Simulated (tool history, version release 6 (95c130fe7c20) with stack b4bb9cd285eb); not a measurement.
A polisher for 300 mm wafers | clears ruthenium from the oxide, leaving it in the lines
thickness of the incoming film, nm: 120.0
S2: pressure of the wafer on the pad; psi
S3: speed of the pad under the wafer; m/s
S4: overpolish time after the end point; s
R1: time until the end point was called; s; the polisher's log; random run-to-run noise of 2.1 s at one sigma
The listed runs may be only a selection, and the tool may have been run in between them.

Run 1, hour 0: flow of slurry (ml/min) 320, S2 1.9 psi, S3 0.86 m/s, S4 41 s. Result: R1 142.49 s.
Run 2, hour 5.5: flow of slurry (ml/min) 320, S2 1.8 psi, S3 0.86 m/s, S4 41 s. Result: R1 150.28 s.
Run 3, hour 12.6: flow of slurry (ml/min) 320, S2 1.8 psi, S3 0.86 m/s, S4 41 s. Result: R1 147.26 s.
Run 4, hour 17.8: flow of slurry (ml/min) 320, S2 1.7 psi, S3 0.86 m/s, S4 41 s. Result: R1 157.04 s.
Run 5, hour 21.2: flow of slurry (ml/min) 320, S2 1.7 psi, S3 0.86 m/s, S4 41 s. Result: R1 155.65 s.
Run 6, hour 24: flow of slurry (ml/min) 320, S2 1.7 psi, S3 0.98 m/s, S4 41 s. Result: R1 143.87 s.

Estimate the outcome of run 7 from the log above:
Run 7, hour 29.3: flow of slurry (ml/min) 320, S2 1.6 psi, S3 0.98 m/s, S4 41 s. Result: R1 ?.

R1: 147.6 s

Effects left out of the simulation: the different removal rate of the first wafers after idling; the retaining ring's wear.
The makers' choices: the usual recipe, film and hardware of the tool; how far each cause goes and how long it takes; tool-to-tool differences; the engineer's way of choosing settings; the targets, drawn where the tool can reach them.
